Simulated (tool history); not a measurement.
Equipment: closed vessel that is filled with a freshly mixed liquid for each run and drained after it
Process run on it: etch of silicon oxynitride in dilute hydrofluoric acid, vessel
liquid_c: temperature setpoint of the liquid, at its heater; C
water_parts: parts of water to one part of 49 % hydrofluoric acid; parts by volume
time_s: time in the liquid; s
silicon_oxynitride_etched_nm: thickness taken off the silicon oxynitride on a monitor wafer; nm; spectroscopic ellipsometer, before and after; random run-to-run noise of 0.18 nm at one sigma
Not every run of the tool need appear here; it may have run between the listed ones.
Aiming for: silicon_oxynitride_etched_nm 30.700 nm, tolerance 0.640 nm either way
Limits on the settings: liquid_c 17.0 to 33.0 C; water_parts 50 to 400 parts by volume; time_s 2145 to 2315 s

run  hour  liquid_c  water_parts  time_s  silicon_oxynitride_etched_nm
  1   0.0      25.0          225    2145                        15.563
  2   4.8      27.0          205    2145                        18.913
  3   6.5      28.5          195    2145                        21.724
  4  14.1      28.5          195    2145                        21.299
  5  20.1      29.5          185    2145                        23.781
  6  25.0      26.5          185    2145                        20.705
  7  26.4      28.0          180    2145                        23.209
  8  27.3      29.5          175    2145                        25.494
  9  33.1      33.0          165    2145                        31.715
 10  41.5      33.0          165    2145                        31.446

Next run, 5 choices. One meets every target within its allowed miss, the rest don't. Which?
  A  49.9      30.0          155    2315                             ?
  B  49.9      31.0          150    2145                             ?
  C  49.9      32.0          155    2145                             ?
  D  49.9      30.5          155    2145                             ?
  E  49.9      33.0          165    2290                             ?

move  silicon_oxynitride_etched_nm
   A                        31.969
   B                        32.109
   C                        32.264
   D                        30.266
   E                        33.401
A: lands further from the targets than the last run did
B: lands further from the targets than the last run did
C: lands further from the targets than the last run did
D: every result lands within tolerance
E: lands further from the targets than the last run did
Go with D: it meets all targets.
